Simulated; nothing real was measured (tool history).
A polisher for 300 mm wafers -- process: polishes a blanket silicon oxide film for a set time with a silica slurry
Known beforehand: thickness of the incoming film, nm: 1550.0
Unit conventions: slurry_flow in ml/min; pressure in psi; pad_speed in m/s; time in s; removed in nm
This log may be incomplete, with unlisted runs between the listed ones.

Run 1, day 0: slurry_flow 255 ml/min, pressure 4.1 psi, pad_speed 1.04 m/s, slurry_solids 1, time 88 s. Result: removed 223.12 nm.
Run 2, day 0.238: slurry_flow 255 ml/min, pressure 4.1 psi, pad_speed 1.04 m/s, slurry_solids 1, time 88 s. Result: removed 223.64 nm.
Run 3, day 0.496: slurry_flow 255 ml/min, pressure 4.1 psi, pad_speed 1.04 m/s, slurry_solids 1.2, time 88 s. Result: removed 238.2 nm.
Run 4, day 0.7: slurry_flow 260 ml/min, pressure 4.4 psi, pad_speed 1.04 m/s, slurry_solids 1.2, time 88 s. Result: removed 252.31 nm.
Run 5, day 1.038: slurry_flow 230 ml/min, pressure 4.4 psi, pad_speed 1.04 m/s, slurry_solids 1.2, time 88 s. Result: removed 246.33 nm.
Run 6, day 1.112: slurry_flow 205 ml/min, pressure 4.4 psi, pad_speed 1.04 m/s, slurry_solids 1.2, time 88 s. Result: removed 247.15 nm.
Run 7, day 1.2: slurry_flow 215 ml/min, pressure 4.7 psi, pad_speed 1.04 m/s, slurry_solids 1.2, time 88 s. Result: removed 259.33 nm.

Predict the results of run 8:
Run 8, day 1.412: slurry_flow 235 ml/min, pressure 4.9 psi, pad_speed 1.04 m/s, slurry_solids 1.2, time 88 s. Result: removed ?.

removed: 272.32 nm
